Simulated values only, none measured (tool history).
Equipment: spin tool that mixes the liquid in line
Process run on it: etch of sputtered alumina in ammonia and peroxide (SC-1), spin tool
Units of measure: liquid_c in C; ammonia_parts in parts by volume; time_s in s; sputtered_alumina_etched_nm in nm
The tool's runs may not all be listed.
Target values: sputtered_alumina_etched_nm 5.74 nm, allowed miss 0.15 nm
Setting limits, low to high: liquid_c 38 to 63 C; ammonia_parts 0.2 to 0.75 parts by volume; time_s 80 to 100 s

run,hour,liquid_c,ammonia_parts,time_s,sputtered_alumina_etched_nm
1,0,47,0.45,100,3.4654
2,7.6,54,0.45,100,4.9979
3,9.8,54.5,0.45,100,5.1962
4,14.5,55,0.45,100,5.2561
5,16.7,55,0.45,80,4.3002
6,20,56,0.45,80,4.5259
7,21.3,57,0.45,80,4.8445
8,22.7,57.5,0.45,80,4.8899
# hour 28.4: ammonia flow meter replaced
9,28.4,58,0.45,80,4.9607
10,35.4,58.5,0.45,80,5.1266
11,40.8,59,0.45,80,5.2342
12,41.9,59.5,0.45,80,5.3683
13,44.7,60,0.45,80,5.5458

Below are 4 possible settings for the next run. Only one of them brings all results inside the allowed miss of their targets. Which is it?
A,47.5,58.5,0.45,85,?
B,47.5,62,0.6,80,?
C,47.5,60.5,0.55,80,?
D,47.5,57.5,0.4,90,?

move,sputtered_alumina_etched_nm
A,5.4087
B,6.2587
C,5.7511
D,5.376
A: further off than the last run
B: pushes the last run's worst result past its target
C: each result inside its tolerance
D: further off than the last run
C is the move that brings every result within its allowed miss.
